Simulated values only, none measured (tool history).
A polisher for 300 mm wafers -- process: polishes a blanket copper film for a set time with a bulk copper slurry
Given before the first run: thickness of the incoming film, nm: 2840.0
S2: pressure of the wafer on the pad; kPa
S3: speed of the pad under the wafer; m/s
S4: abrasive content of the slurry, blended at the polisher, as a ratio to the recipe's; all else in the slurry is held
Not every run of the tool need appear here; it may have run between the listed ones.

Run 1, hour 0: flow of slurry (ml/min) 300, S2 12.4 kPa, S3 0.98 m/s, S4 1, polishing time (s) 116. Result: film removed (nm) 633.34.
Run 2, hour 4.2: flow of slurry (ml/min) 300, S2 11 kPa, S3 0.96 m/s, S4 1, polishing time (s) 116. Result: film removed (nm) 559.93.
Run 3, hour 6: flow of slurry (ml/min) 300, S2 10.3 kPa, S3 0.96 m/s, S4 1, polishing time (s) 116. Result: film removed (nm) 547.53.
Run 4, hour 13.6: flow of slurry (ml/min) 300, S2 9.7 kPa, S3 0.94 m/s, S4 1, polishing time (s) 116. Result: film removed (nm) 492.11.
Run 5, hour 14.2: flow of slurry (ml/min) 300, S2 9 kPa, S3 0.94 m/s, S4 1, polishing time (s) 116. Result: film removed (nm) 484.46.
Run 6, hour 17.3: flow of slurry (ml/min) 300, S2 9 kPa, S3 0.94 m/s, S4 1, polishing time (s) 121. Result: film removed (nm) 498.5.
Run 7, hour 17.9: flow of slurry (ml/min) 300, S2 8.3 kPa, S3 0.94 m/s, S4 1, polishing time (s) 121. Result: film removed (nm) 472.98.

Expected results for the next run?
Run 8, hour 22.5: flow of slurry (ml/min) 300, S2 7.6 kPa, S3 0.94 m/s, S4 1, polishing time (s) 121. Result: film removed (nm) ?.

film removed (nm): 447.01
